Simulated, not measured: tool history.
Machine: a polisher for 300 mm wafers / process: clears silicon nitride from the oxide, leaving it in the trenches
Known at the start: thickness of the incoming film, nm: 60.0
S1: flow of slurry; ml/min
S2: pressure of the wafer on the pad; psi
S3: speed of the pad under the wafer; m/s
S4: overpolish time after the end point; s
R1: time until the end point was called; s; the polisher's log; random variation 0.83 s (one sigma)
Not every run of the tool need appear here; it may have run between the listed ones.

run,hour,S1,S2,S3,S4,R1
1,0.0,205,2.2,0.78,15,113.180
2,2.0,205,2.0,0.78,15,126.220
3,3.2,235,2.0,0.78,15,123.580
4,11.4,235,2.0,0.86,15,109.260
5,12.8,210,2.0,0.86,15,112.510
6,13.9,210,2.0,0.96,15,101.900
7,17.2,215,2.1,0.96,15,95.026
8,23.3,215,2.2,0.96,15,91.302
9,26.8,215,2.3,0.96,15,86.925
10,34.8,215,2.4,0.96,15,84.433
11,38.4,215,2.5,0.96,15,80.465
12,43.5,215,2.6,0.96,15,79.438

What will run 13 give?
13,49.5,215,2.7,0.96,15,?

Run 13 yielded R1 75.780 s.
